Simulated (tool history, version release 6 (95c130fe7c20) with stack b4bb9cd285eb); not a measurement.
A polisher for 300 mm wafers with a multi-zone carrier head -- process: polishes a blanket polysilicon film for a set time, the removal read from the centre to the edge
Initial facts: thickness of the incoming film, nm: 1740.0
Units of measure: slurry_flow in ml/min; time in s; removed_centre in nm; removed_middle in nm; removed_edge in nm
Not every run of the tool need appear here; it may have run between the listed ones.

run  hour  slurry_flow  centre_zone  middle_zone  edge_zone  time  removed_centre  removed_middle  removed_edge
  1     0          250            1            1          1    68          610.53          614.73        596.41
  2   7.6          240         0.96         0.97          1    67          568.61          584.73        588.89
  3  15.8          235         0.93         0.95       0.98    66          547.05          568.09        572.14
  4  17.6          235         0.93         0.95       0.98    77          623.06          669.66        661.77
  5  21.3          225          0.9         0.93       0.97    74          597.27          613.85         643.4
  6  24.1          225         0.88         0.93       0.98    70          539.36          590.16        607.76

For run 7, what comes out?
  7  28.9          220         0.87         0.92       0.97    68               ?               ?             ?

{"run 7": {"removed_centre": 535.87, "removed_middle": 560.38, "removed_edge": 583.42}}
